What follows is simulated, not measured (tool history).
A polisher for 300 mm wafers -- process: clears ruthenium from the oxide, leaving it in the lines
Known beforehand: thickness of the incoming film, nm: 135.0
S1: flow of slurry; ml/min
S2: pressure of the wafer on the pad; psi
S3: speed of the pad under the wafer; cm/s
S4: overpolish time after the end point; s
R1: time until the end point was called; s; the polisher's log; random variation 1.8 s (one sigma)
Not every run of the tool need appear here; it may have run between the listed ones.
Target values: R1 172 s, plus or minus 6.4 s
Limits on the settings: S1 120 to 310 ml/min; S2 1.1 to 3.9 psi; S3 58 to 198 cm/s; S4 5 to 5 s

| run | hour | S1 | S2 | S3 | S4 | R1 |
|---|---|---|---|---|---|---|
| 1 | 0 | 200 | 2.5 | 128 | 5 | 88.588 |
| 2 | 6.4 | 225 | 2.5 | 128 | 5 | 85.991 |
| 3 | 10.8 | 225 | 2.5 | 108 | 5 | 100.99 |
| 4 | 18.5 | 225 | 2.5 | 108 | 5 | 103.27 |
| 5 | 22.2 | 220 | 2.2 | 108 | 5 | 116.62 |
| 6 | 28.2 | 215 | 2 | 108 | 5 | 127.69 |
| 7 | 29.6 | 210 | 1.8 | 108 | 5 | 136.02 |
| 8 | 33.3 | 210 | 1.6 | 108 | 5 | 152.16 |
| 9 | 38.6 | 210 | 1.5 | 108 | 5 | 162.59 |

Consider the 5 candidate settings below. Which is the only one whose results all fall within their allowed miss of target?
| A | 43.9 | 155 | 1.6 | 110 | 5 | ? |
| B | 43.9 | 200 | 1.5 | 124 | 5 | ? |
| C | 43.9 | 215 | 1.2 | 124 | 5 | ? |
| D | 43.9 | 170 | 1.7 | 102 | 5 | ? |
| E | 43.9 | 210 | 1.4 | 96 | 5 | ? |

| move | R1 |
|---|---|
| A | 158.02 |
| B | 143.52 |
| C | 170.51 |
| D | 157.83 |
| E | 189.58 |
A: further off than the last run
B: further off than the last run
C: each result inside its tolerance
D: further off than the last run
E: takes the biggest miss from the last run beyond its target
Answer: C
